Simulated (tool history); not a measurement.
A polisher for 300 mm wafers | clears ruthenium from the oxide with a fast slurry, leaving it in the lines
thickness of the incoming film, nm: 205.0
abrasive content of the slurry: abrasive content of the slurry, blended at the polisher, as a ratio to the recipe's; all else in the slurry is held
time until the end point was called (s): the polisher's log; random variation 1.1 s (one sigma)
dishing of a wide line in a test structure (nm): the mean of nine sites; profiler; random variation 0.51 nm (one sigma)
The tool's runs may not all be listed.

run	hour	flow of slurry (ml/min)	pressure of the wafer on the pad (kPa)	speed of the pad under the wafer (m/s)	abrasive content of the slurry	overpolish time after the end point (s)	time until the end point was called (s)	dishing of a wide line in a test structure (nm)
1	0.0	135	12.4	0.82	1.0	12	105.490	22.182
2	4.9	135	12.4	0.82	1.0	10	106.140	18.066
3	8.6	115	12.4	0.82	1.0	10	110.090	17.370
4	16.4	115	15.2	0.82	1.0	10	91.676	21.097
5	21.9	100	15.2	0.82	1.0	10	92.885	20.668
6	25.0	100	17.2	0.82	1.0	10	83.904	22.363
7	28.3	105	17.9	0.82	1.0	9	79.126	21.351

The next listed run, before its measurement:
8	35.4	110	18.6	0.82	1.0	8	?	?

time until the end point was called (s): 75.585
dishing of a wide line in a test structure (nm): 19.300
